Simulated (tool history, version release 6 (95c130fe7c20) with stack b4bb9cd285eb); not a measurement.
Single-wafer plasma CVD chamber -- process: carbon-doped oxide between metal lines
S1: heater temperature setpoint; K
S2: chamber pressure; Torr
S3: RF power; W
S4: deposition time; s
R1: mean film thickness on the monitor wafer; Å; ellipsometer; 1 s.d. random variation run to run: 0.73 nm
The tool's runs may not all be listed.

{"run": 1, "hour": 0.0, "S1": 603.15, "S2": 6.69, "S3": 385, "S4": 31.9, "R1": 1550.7}
{"run": 2, "hour": 3.0, "S1": 613.15, "S2": 6.69, "S3": 385, "S4": 31.9, "R1": 1509.5}
{"run": 3, "hour": 5.3, "S1": 612.15, "S2": 6.77, "S3": 390, "S4": 31.9, "R1": 1511.5}
{"run": 4, "hour": 6.3, "S1": 612.15, "S2": 6.77, "S3": 355, "S4": 31.9, "R1": 1431}
{"run": 5, "hour": 12.7, "S1": 611.15, "S2": 6.83, "S3": 365, "S4": 31.9, "R1": 1465.2}
{"run": 6, "hour": 14.2, "S1": 611.15, "S2": 6.83, "S3": 365, "S4": 31.9, "R1": 1468.1}
{"run": 7, "hour": 22.3, "S1": 611.15, "S2": 6.83, "S3": 365, "S4": 31.9, "R1": 1462.6}
{"run": 8, "hour": 28.8, "S1": 610.15, "S2": 6.9, "S3": 375, "S4": 31.9, "R1": 1493.5}
{"run": 9, "hour": 37.8, "S1": 609.15, "S2": 6.95, "S3": 380, "S4": 31.9, "R1": 1521.2}
{"run": 10, "hour": 45.7, "S1": 607.15, "S2": 7.15, "S3": 385, "S4": 31.9, "R1": 1537.2}
{"run": 11, "hour": 47.0, "S1": 606.15, "S2": 7.19, "S3": 390, "S4": 31.9, "R1": 1565.8}

For run 12, what comes out?
{"run": 12, "hour": 48.4, "S1": 605.15, "S2": 7.31, "S3": 395, "S4": 31.9, "R1": "?"}

Run 12 yielded R1 1576.3 Å.

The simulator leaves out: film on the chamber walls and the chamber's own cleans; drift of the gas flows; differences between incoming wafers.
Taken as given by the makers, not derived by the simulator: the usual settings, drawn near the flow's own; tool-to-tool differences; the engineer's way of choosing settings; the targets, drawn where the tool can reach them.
